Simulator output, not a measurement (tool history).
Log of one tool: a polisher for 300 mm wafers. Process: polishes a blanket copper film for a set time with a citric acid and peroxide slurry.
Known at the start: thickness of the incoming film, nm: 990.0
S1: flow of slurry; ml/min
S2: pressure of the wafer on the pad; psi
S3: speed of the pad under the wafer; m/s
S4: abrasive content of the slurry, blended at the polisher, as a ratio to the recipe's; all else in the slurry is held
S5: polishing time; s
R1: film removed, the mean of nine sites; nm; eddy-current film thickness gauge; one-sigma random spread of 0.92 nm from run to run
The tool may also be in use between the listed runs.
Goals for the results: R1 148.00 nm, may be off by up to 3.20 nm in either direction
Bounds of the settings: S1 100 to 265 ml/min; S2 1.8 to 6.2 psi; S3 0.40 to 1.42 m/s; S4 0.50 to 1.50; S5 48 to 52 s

run  hour   S1   S2    S3    S4  S5      R1
  1   0.0  170  4.0  0.90  1.00  52  132.26
  2   4.6  170  4.0  0.90  1.00  52  131.89
  3  11.6  170  3.4  0.90  1.00  52  113.32
  4  19.4  180  3.6  0.90  1.00  52  119.02
  5  21.7  180  3.6  0.90  1.00  52  120.05
  6  27.3  185  3.8  0.90  1.00  52  127.89
  7  30.9  195  3.9  0.90  1.00  52  130.37
  8  35.9  195  4.0  0.90  1.00  52  134.66
  9  37.0  200  4.1  0.90  1.00  52  138.75
 10  42.3  205  4.1  0.90  1.00  52  139.73
 11  50.4  210  4.1  0.90  1.00  52  139.73
 12  54.3  215  4.1  0.90  1.00  52  141.89
 13  60.0  220  4.1  0.90  1.00  52  139.48
 14  66.6  220  4.2  0.90  1.00  52  143.40

Which of these 5 next moves meets every target?
  A  73.2  220  4.4  0.80  1.15  52   ?
  B  73.2  190  3.8  1.02  1.15  48   ?
  C  73.2  195  4.8  0.80  1.25  52   ?
  D  73.2  165  4.6  0.88  1.20  49   ?
  E  73.2  245  5.4  0.68  1.25  48   ?

move      R1
   A  139.19
   B  138.77
   C  153.10
   D  147.03
   E  138.76
A: the biggest miss grows against the last run
B: the biggest miss grows against the last run
C: moves the result that the last run missed by most past its target, out the other side
D: meets every target
E: the biggest miss grows against the last run
Move D is the one to make.
